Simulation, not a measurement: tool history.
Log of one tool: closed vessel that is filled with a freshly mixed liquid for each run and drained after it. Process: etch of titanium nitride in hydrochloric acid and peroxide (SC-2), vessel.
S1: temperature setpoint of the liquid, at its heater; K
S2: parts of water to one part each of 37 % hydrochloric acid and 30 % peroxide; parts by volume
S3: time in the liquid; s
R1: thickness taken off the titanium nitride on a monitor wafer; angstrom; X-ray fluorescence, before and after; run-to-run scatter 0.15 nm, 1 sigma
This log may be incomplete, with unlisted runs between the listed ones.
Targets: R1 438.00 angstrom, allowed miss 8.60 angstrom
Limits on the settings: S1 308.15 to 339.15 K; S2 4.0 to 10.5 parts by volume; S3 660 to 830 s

Run 1, day 0.000: S1 323.15 K, S2 5.5 parts by volume, S3 830 s. Result: R1 260.65 angstrom.
Run 2, day 0.338: S1 324.65 K, S2 5.5 parts by volume, S3 830 s. Result: R1 286.53 angstrom.
Run 3, day 0.683: S1 319.15 K, S2 5.5 parts by volume, S3 830 s. Result: R1 197.76 angstrom.
Run 4, day 0.975: S1 321.15 K, S2 5.5 parts by volume, S3 830 s. Result: R1 227.89 angstrom.
Run 5, day 1.246: S1 321.15 K, S2 5.5 parts by volume, S3 660 s. Result: R1 180.74 angstrom.
Run 6, day 1.304: S1 323.15 K, S2 5.5 parts by volume, S3 660 s. Result: R1 206.52 angstrom.
Run 7, day 1.454: S1 325.15 K, S2 5.5 parts by volume, S3 660 s. Result: R1 236.34 angstrom.
Run 8, day 1.558: S1 327.15 K, S2 5.5 parts by volume, S3 660 s. Result: R1 269.00 angstrom.
Run 9, day 1.625: S1 328.65 K, S2 5.5 parts by volume, S3 660 s. Result: R1 297.83 angstrom.
Run 10, day 1.721: S1 329.65 K, S2 5.5 parts by volume, S3 660 s. Result: R1 315.58 angstrom.
Run 11, day 1.742: S1 330.65 K, S2 5.5 parts by volume, S3 660 s. Result: R1 338.47 angstrom.
Run 12, day 1.888: S1 331.15 K, S2 5.5 parts by volume, S3 660 s. Result: R1 349.62 angstrom.

Of the 4 settings listed for the next run, only one would bring every result within its allowed miss of target. Which one?
Run A, day 2.033: S1 332.15 K, S2 4.5 parts by volume, S3 675 s. Result: R1 ?.
Run B, day 2.033: S1 330.65 K, S2 5.5 parts by volume, S3 745 s. Result: R1 ?.
Run C, day 2.033: S1 331.15 K, S2 5.0 parts by volume, S3 800 s. Result: R1 ?.
Run D, day 2.033: S1 332.65 K, S2 5.5 parts by volume, S3 795 s. Result: R1 ?.

move      R1
   A  439.13
   B  381.94
   C  453.63
   D  462.59
A: each result inside its tolerance
B: closes in on the targets versus the last run, not all within tolerance yet
C: pushes the last run's worst result past its target
D: pushes the last run's worst result past its target
A meets every target.
